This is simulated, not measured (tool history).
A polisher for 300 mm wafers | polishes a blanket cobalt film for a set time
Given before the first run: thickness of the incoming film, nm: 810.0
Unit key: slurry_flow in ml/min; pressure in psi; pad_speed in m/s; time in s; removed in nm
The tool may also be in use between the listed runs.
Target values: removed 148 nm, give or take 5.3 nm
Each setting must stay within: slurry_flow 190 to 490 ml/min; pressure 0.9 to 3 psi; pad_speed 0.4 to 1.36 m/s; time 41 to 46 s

run	hour	slurry_flow	pressure	pad_speed	time	removed
1	0	315	1.9	0.88	46	203.13
2	8.9	315	1.7	0.88	46	180.32
3	12.7	315	1.7	0.88	46	181.26
4	18.6	315	1.6	0.88	46	172.33
5	25.2	315	1.5	0.88	46	160.24
6	32.4	315	1.5	1.06	46	193.4
7	33	315	1.4	1.06	46	182.81
8	41.1	315	1.3	1.06	46	174.08
9	45.6	315	1.2	1.06	46	160.31

Exactly one of the 5 candidate moves below puts every result within its allowed miss. Which one?
A	50.1	325	1.4	1.02	42	?
B	50.1	250	1.3	1.24	42	?
C	50.1	225	1.4	1.06	45	?
D	50.1	345	1.2	1.12	41	?
E	50.1	385	1.3	1.16	41	?

move	removed
A	159.78
B	173.59
C	169.88
D	149.17
E	166.4
A: neither nearer nor further off than the last run
B: misses by more than the last run did
C: misses by more than the last run did
D: all results in spec
E: misses by more than the last run did
D is the move that brings every result within its allowed miss.
